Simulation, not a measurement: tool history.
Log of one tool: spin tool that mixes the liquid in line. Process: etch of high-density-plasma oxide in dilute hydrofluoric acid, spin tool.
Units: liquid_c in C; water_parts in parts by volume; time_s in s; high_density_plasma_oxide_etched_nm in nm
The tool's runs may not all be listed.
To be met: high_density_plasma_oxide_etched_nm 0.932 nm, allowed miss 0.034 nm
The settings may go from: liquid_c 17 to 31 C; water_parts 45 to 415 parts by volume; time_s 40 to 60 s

run  hour  liquid_c  water_parts  time_s  high_density_plasma_oxide_etched_nm
  1     0        23          230      60                               1.0899
  2   7.6        23          150      60                               1.8408
  3   9.6        23          200      60                               1.2798
  4  13.6      21.5          205      60                               1.2052
  5    16        25          205      60                                1.369
  6  24.1        25          140      60                               2.1688
  7  27.6      22.5          165      60                               1.5641
  8  29.6        21          180      60                               1.3581
  9  37.4        20          190      60                               1.2206
 10  43.4        19          200      60                               1.1095
 11  46.9      18.5          205      60                               1.0472
 12  53.1        18          210      60                               1.0144

Which of these 5 next moves meets every target?
  A  59.3      17.5          195      60                                    ?
  B  59.3      18.5          250      60                                    ?
  C  59.3        17          220      60                                    ?
  D  59.3        17          240      60                                    ?
  E  59.3      18.5          210      60                                    ?

move  high_density_plasma_oxide_etched_nm
   A                               1.1052
   B                              0.85228
   C                               0.9387
   D                              0.84532
   E                               1.0526
A: further off than the last run
B: takes the result that was furthest off past its target
C: meets every target
D: takes the result that was furthest off past its target
E: further off than the last run
The right move is C.

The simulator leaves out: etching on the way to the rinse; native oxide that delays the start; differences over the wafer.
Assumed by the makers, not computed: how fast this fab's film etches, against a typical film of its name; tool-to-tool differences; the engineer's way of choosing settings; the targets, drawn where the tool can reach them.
